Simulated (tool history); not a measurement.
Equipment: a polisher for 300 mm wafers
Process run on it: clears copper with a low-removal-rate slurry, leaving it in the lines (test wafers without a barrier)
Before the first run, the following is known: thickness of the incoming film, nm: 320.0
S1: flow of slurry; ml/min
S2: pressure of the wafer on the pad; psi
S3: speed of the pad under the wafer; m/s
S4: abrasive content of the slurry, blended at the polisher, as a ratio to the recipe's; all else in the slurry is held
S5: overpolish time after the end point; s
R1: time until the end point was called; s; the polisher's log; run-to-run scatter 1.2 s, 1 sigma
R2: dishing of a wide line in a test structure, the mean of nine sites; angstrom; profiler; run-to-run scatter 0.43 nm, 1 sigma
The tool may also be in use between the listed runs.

run 1 hour=0 | S1=155 S2=3.7 S3=1.14 S4=1 S5=12 | R1=84.145 R2=304.23
run 2 hour=7.1 | S1=155 S2=3.8 S3=1.14 S4=1 S5=10 | R1=84.154 R2=262.43
run 3 hour=8.3 | S1=155 S2=3.8 S3=1.14 S4=0.8 S5=10 | R1=88.577 R2=256.93
run 4 hour=12.5 | S1=155 S2=3.1 S3=1.14 S4=0.8 S5=10 | R1=106.21 R2=209.05
run 5 hour=18.3 | S1=155 S2=3.1 S3=1.14 S4=0.6 S5=10 | R1=110.89 R2=200.66
run 6 hour=27.1 | S1=160 S2=3.5 S3=1.18 S4=0.55 S5=8 | R1=97.225 R2=186.43

The next listed run, before its measurement:
run 7 hour=29.6 | S1=165 S2=4.5 S3=1.2 S4=0.55 S5=5 | R1=? R2=?

Run 7 yielded R1 75.69 s, R2 165.19 angstrom.
